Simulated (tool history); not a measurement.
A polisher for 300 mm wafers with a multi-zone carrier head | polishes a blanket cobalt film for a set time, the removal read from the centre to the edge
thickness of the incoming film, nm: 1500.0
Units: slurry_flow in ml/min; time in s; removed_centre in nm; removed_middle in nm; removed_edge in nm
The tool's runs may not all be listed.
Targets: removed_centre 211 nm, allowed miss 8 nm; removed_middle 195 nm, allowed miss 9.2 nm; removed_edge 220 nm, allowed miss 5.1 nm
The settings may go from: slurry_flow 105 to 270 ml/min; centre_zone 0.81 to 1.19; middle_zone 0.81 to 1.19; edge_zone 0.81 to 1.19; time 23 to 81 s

run 1 hour=0 | slurry_flow=175 centre_zone=1 middle_zone=1 edge_zone=1 time=52 | removed_centre=305.85 removed_middle=287.62 removed_edge=294.02
run 2 hour=2.5 | slurry_flow=175 centre_zone=1 middle_zone=1 edge_zone=1 time=41 | removed_centre=235.76 removed_middle=220.7 removed_edge=229.7
run 3 hour=5.9 | slurry_flow=175 centre_zone=1 middle_zone=1 edge_zone=1.03 time=41 | removed_centre=239.42 removed_middle=219.77 removed_edge=233.51
run 4 hour=14.9 | slurry_flow=170 centre_zone=0.99 middle_zone=0.99 edge_zone=1.03 time=41 | removed_centre=234.98 removed_middle=220.82 removed_edge=233.46
run 5 hour=21.7 | slurry_flow=145 centre_zone=0.99 middle_zone=0.99 edge_zone=1.03 time=41 | removed_centre=225.89 removed_middle=219.67 removed_edge=225.23
run 6 hour=24.8 | slurry_flow=145 centre_zone=0.98 middle_zone=0.97 edge_zone=1.03 time=41 | removed_centre=225.18 removed_middle=210.59 removed_edge=224.24
run 7 hour=31.8 | slurry_flow=140 centre_zone=0.97 middle_zone=0.96 edge_zone=1.04 time=41 | removed_centre=220.85 removed_middle=205.99 removed_edge=226.3
run 8 hour=35.7 | slurry_flow=135 centre_zone=0.97 middle_zone=0.95 edge_zone=1.04 time=41 | removed_centre=215.44 removed_middle=205.5 removed_edge=226.44
run 9 hour=36.7 | slurry_flow=135 centre_zone=0.97 middle_zone=0.94 edge_zone=1.04 time=41 | removed_centre=217.11 removed_middle=204.35 removed_edge=223.4
run 10 hour=42.9 | slurry_flow=135 centre_zone=0.97 middle_zone=0.93 edge_zone=1.04 time=41 | removed_centre=219.28 removed_middle=200.04 removed_edge=224.43

5 next moves are on the table. One of them brings every result within its allowed miss. Which?
run A hour=49.1 | slurry_flow=140 centre_zone=1.06 middle_zone=0.94 edge_zone=0.98 time=39 | removed_centre=? removed_middle=? removed_edge=?
run B hour=49.1 | slurry_flow=135 centre_zone=1.01 middle_zone=0.87 edge_zone=0.96 time=41 | removed_centre=? removed_middle=? removed_edge=?
run C hour=49.1 | slurry_flow=105 centre_zone=1.03 middle_zone=0.97 edge_zone=1.09 time=41 | removed_centre=? removed_middle=? removed_edge=?
run D hour=49.1 | slurry_flow=165 centre_zone=1 middle_zone=0.87 edge_zone=1.05 time=41 | removed_centre=? removed_middle=? removed_edge=?
run E hour=49.1 | slurry_flow=115 centre_zone=1.04 middle_zone=0.93 edge_zone=0.93 time=43 | removed_centre=? removed_middle=? removed_edge=?

move=A removed_centre=226.75 removed_middle=195.15 removed_edge=209.24
move=B removed_centre=224.7 removed_middle=190.77 removed_edge=216.95
move=C removed_centre=211.11 removed_middle=194.19 removed_edge=217.53
move=D removed_centre=233.75 removed_middle=199.32 removed_edge=232.51
move=E removed_centre=231.06 removed_middle=202.4 removed_edge=217.71
A: further off than the last run
B: further off than the last run
C: meets every target
D: further off than the last run
E: further off than the last run
Answer: C
